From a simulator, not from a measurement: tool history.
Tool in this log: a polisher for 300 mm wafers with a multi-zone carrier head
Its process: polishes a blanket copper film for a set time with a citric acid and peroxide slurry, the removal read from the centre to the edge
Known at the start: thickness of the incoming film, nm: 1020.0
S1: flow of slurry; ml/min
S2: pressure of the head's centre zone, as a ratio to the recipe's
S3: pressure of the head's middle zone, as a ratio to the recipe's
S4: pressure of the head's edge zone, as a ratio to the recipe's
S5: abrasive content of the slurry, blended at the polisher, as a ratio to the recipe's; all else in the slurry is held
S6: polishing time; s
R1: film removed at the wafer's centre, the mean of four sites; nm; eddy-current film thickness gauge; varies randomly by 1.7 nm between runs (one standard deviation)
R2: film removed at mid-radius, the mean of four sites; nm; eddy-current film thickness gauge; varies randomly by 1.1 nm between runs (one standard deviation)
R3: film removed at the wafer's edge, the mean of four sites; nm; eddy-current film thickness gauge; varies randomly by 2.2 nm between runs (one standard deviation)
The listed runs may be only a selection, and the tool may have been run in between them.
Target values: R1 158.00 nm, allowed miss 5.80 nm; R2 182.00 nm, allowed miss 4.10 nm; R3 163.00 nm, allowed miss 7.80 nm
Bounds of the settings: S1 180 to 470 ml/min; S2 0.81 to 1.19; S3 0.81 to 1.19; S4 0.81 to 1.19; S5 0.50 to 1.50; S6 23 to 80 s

Run 1, day 0.000: S1 300 ml/min, S2 1.00, S3 1.00, S4 1.00, S5 1.00, S6 51 s. Result: R1 214.61 nm, R2 216.51 nm, R3 212.80 nm.
Run 2, day 0.304: S1 300 ml/min, S2 0.99, S3 1.00, S4 0.98, S5 0.95, S6 51 s. Result: R1 210.92 nm, R2 212.23 nm, R3 205.43 nm.
Run 3, day 0.629: S1 300 ml/min, S2 0.99, S3 1.00, S4 0.98, S5 0.95, S6 39 s. Result: R1 163.10 nm, R2 164.04 nm, R3 156.95 nm.
Run 4, day 0.679: S1 305 ml/min, S2 0.98, S3 1.01, S4 0.99, S5 0.95, S6 39 s. Result: R1 159.17 nm, R2 165.37 nm, R3 158.62 nm.
Run 5, day 0.812: S1 305 ml/min, S2 0.98, S3 1.01, S4 0.93, S5 0.95, S6 39 s. Result: R1 158.72 nm, R2 165.17 nm, R3 152.14 nm.
Run 6, day 1.054: S1 305 ml/min, S2 0.98, S3 0.93, S4 0.93, S5 0.95, S6 39 s. Result: R1 159.66 nm, R2 153.86 nm, R3 152.16 nm.
Run 7, day 1.421: S1 310 ml/min, S2 0.98, S3 0.95, S4 0.94, S5 0.95, S6 39 s. Result: R1 159.47 nm, R2 156.54 nm, R3 153.45 nm.
Run 8, day 1.446: S1 315 ml/min, S2 0.98, S3 0.97, S4 0.95, S5 0.95, S6 39 s. Result: R1 163.00 nm, R2 160.15 nm, R3 155.14 nm.
Run 9, day 1.633: S1 320 ml/min, S2 0.97, S3 0.99, S4 0.96, S5 0.95, S6 39 s. Result: R1 160.53 nm, R2 164.45 nm, R3 156.77 nm.
Run 10, day 1.792: S1 330 ml/min, S2 0.96, S3 1.00, S4 0.96, S5 0.95, S6 39 s. Result: R1 159.55 nm, R2 165.11 nm, R3 150.34 nm.
Run 11, day 2.075: S1 325 ml/min, S2 0.96, S3 1.01, S4 0.97, S5 0.95, S6 39 s. Result: R1 157.52 nm, R2 166.28 nm, R3 154.07 nm.

Which of these 4 next moves meets every target?
Run A, day 2.358: S1 395 ml/min, S2 0.96, S3 0.87, S4 1.01, S5 0.90, S6 41 s. Result: R1 ?, R2 ?, R3 ?.
Run B, day 2.358: S1 340 ml/min, S2 0.86, S3 0.98, S4 0.84, S5 0.70, S6 46 s. Result: R1 ?, R2 ?, R3 ?.
Run C, day 2.358: S1 330 ml/min, S2 0.84, S3 1.08, S4 0.83, S5 1.05, S6 41 s. Result: R1 ?, R2 ?, R3 ?.
Run D, day 2.358: S1 310 ml/min, S2 1.02, S3 1.14, S4 0.88, S5 0.80, S6 38 s. Result: R1 ?, R2 ?, R3 ?.

move      R1      R2      R3
   A  167.29  156.25  165.23
   B  157.42  181.65  159.79
   C  148.73  190.79  153.61
   D  157.34  173.69  137.28
A: further off than the last run
B: in spec on every target
C: takes the result that was furthest off past its target
D: closes in on the targets versus the last run, not all within tolerance yet
The move that meets every target is B.

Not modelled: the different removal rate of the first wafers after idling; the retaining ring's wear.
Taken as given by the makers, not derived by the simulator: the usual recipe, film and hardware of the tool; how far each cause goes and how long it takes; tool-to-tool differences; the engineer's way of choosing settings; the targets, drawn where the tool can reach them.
